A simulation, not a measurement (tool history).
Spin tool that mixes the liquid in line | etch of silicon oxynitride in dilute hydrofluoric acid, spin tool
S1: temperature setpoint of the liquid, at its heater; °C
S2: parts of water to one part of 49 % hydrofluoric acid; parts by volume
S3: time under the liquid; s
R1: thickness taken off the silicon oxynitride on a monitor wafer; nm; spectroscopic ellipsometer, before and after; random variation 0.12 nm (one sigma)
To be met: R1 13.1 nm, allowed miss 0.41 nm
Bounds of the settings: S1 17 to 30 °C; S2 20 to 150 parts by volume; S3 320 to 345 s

| run | hour | S1 | S2 | S3 | R1 |
|---|---|---|---|---|---|
| 1 | 0 | 22 | 85 | 320 | 11.195 |
| 2 | 8.9 | 22.5 | 85 | 320 | 11.581 |
| 3 | 11.5 | 23 | 85 | 320 | 11.74 |
| 4 | 12.5 | 19.5 | 85 | 320 | 9.9818 |
| 5 | 13.8 | 19.5 | 85 | 345 | 10.569 |
| 6 | 21.4 | 20.5 | 85 | 345 | 11.15 |
| 7 | 27.2 | 21 | 85 | 345 | 11.49 |
| 8 | 28.8 | 21.5 | 85 | 345 | 11.875 |

Which of these 4 next moves meets every target?
| A | 30.4 | 17.5 | 60 | 330 | ? |
| B | 30.4 | 17.5 | 75 | 325 | ? |
| C | 30.4 | 24 | 80 | 345 | ? |
| D | 30.4 | 20.5 | 70 | 345 | ? |

| move | R1 |
|---|---|
| A | 13.235 |
| B | 10.325 |
| C | 14.098 |
| D | 13.695 |
A: meets every target
B: further off than the last run
C: takes the result that was furthest off past its target
D: takes the result that was furthest off past its target
Answer: A

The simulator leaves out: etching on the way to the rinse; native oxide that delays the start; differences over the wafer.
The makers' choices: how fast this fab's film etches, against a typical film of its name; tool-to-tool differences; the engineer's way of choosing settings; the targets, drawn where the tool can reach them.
